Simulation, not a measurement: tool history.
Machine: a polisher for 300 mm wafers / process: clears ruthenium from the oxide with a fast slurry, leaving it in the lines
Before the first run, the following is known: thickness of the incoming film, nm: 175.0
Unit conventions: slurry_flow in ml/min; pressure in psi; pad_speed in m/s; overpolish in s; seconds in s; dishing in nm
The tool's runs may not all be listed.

run 1 hour=0 | slurry_flow=270 pressure=2 pad_speed=0.8 slurry_solids=1 overpolish=16 | seconds=74.482 dishing=29.15
run 2 hour=5.8 | slurry_flow=245 pressure=2 pad_speed=0.8 slurry_solids=1 overpolish=16 | seconds=75.072 dishing=30.373
run 3 hour=7.3 | slurry_flow=255 pressure=2.1 pad_speed=0.8 slurry_solids=1 overpolish=14 | seconds=73.346 dishing=27.412
run 4 hour=14.7 | slurry_flow=255 pressure=2.1 pad_speed=0.68 slurry_solids=1 overpolish=14 | seconds=79.937 dishing=24.873
run 5 hour=21.5 | slurry_flow=255 pressure=2.1 pad_speed=0.68 slurry_solids=0.85 overpolish=14 | seconds=90.969 dishing=22.805
run 6 hour=26.5 | slurry_flow=260 pressure=2.3 pad_speed=0.68 slurry_solids=0.85 overpolish=13 | seconds=80.748 dishing=22.369
run 7 hour=32.3 | slurry_flow=265 pressure=2.4 pad_speed=0.68 slurry_solids=0.85 overpolish=12 | seconds=78.199 dishing=22.176
run 8 hour=38.6 | slurry_flow=265 pressure=2.5 pad_speed=0.68 slurry_solids=0.85 overpolish=11 | seconds=74.421 dishing=20.987

Estimate the outcome of run 9 from the log above:
run 9 hour=40.6 | slurry_flow=265 pressure=2.6 pad_speed=0.68 slurry_solids=0.85 overpolish=11 | seconds=? dishing=?

Logged for run 9: seconds 71.295 s, dishing 21.307 nm.
